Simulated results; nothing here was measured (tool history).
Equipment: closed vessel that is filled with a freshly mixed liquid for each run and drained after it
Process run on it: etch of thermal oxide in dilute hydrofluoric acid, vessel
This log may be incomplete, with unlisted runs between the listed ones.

run	hour	temperature setpoint of the liquid (K)	parts of water to one part of 49 % hydrofluoric acid (parts by volume)	time in the liquid (s)	thickness taken off the thermal oxide on a monitor wafer (nm)
1	0.0	298.15	55	210	19.337
2	1.6	297.15	55	210	18.643
3	9.2	300.65	55	210	21.512
4	11.8	300.65	55	210	21.392
5	18.8	299.15	55	210	20.429
6	24.6	299.15	55	225	21.621
7	27.3	297.65	55	225	20.217

What will run 8 give?
8	29.4	293.65	55	225	?

{"run 8": {"thickness taken off the thermal oxide on a monitor wafer (nm)": 17.132}}
